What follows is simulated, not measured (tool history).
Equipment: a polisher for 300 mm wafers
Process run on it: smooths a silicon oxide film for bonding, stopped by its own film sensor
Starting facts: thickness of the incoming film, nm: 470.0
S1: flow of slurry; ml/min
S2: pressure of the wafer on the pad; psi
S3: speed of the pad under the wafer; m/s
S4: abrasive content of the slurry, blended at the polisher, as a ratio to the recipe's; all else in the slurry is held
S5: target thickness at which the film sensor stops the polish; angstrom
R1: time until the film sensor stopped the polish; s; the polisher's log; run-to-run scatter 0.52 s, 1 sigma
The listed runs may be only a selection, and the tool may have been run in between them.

run,hour,S1,S2,S3,S4,S5,R1
1,0.0,125,2.1,1.06,1.0,4060,94.407
2,3.3,130,2.3,1.08,1.0,4060,86.320
3,10.2,130,2.3,1.08,1.1,4060,80.489
4,17.3,130,2.3,1.24,1.1,4060,71.746
5,26.2,130,2.3,1.24,1.1,4060,71.298
6,28.6,130,2.3,1.24,0.9,4060,80.878
# hour 33.1: slurry nozzle cleaned
7,33.1,130,2.5,1.26,0.9,4060,64.051
8,41.3,155,2.9,1.26,0.9,4060,54.032
9,45.8,155,3.0,1.26,0.9,4060,52.169

What does the tool deliver on the next run?
10,49.9,155,3.1,1.26,0.9,4060,?

R1: 51.174 s
